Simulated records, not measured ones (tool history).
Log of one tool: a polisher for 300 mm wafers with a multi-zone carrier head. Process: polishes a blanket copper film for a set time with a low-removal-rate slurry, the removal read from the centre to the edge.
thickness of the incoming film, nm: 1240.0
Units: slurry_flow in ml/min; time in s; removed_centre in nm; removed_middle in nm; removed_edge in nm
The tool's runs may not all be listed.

Run 1, hour 0.0: slurry_flow 215 ml/min, centre_zone 1.00, middle_zone 1.00, edge_zone 1.00, slurry_solids 1.0, time 41 s. Result: removed_centre 104.85 nm, removed_middle 106.88 nm, removed_edge 103.01 nm.
Run 2, hour 4.5: slurry_flow 215 ml/min, centre_zone 1.00, middle_zone 1.00, edge_zone 1.00, slurry_solids 1.0, time 48 s. Result: removed_centre 125.38 nm, removed_middle 126.12 nm, removed_edge 124.51 nm.
Run 3, hour 12.9: slurry_flow 205 ml/min, centre_zone 1.01, middle_zone 0.96, edge_zone 1.00, slurry_solids 1.0, time 48 s. Result: removed_centre 123.53 nm, removed_middle 120.46 nm, removed_edge 119.23 nm.
Run 4, hour 16.0: slurry_flow 205 ml/min, centre_zone 1.01, middle_zone 0.96, edge_zone 1.00, slurry_solids 0.9, time 48 s. Result: removed_centre 120.56 nm, removed_middle 119.56 nm, removed_edge 118.43 nm.
At hour 17.6: edge zone pressure recalibrated.
Run 5, hour 17.6: slurry_flow 205 ml/min, centre_zone 1.02, middle_zone 0.93, edge_zone 1.04, slurry_solids 0.9, time 48 s. Result: removed_centre 123.83 nm, removed_middle 115.89 nm, removed_edge 123.46 nm.
Run 6, hour 25.0: slurry_flow 205 ml/min, centre_zone 1.02, middle_zone 0.86, edge_zone 1.04, slurry_solids 0.9, time 48 s. Result: removed_centre 122.66 nm, removed_middle 106.99 nm, removed_edge 126.80 nm.
Run 7, hour 31.9: slurry_flow 205 ml/min, centre_zone 1.03, middle_zone 0.85, edge_zone 1.03, slurry_solids 0.9, time 48 s. Result: removed_centre 125.19 nm, removed_middle 105.69 nm, removed_edge 126.30 nm.

Forecast run 8:
Run 8, hour 38.9: slurry_flow 200 ml/min, centre_zone 1.03, middle_zone 0.85, edge_zone 1.02, slurry_solids 0.9, time 48 s. Result: removed_centre ?, removed_middle ?, removed_edge ?.

{"run 8": {"removed_centre": 124.49, "removed_middle": 107.2, "removed_edge": 122.41}}

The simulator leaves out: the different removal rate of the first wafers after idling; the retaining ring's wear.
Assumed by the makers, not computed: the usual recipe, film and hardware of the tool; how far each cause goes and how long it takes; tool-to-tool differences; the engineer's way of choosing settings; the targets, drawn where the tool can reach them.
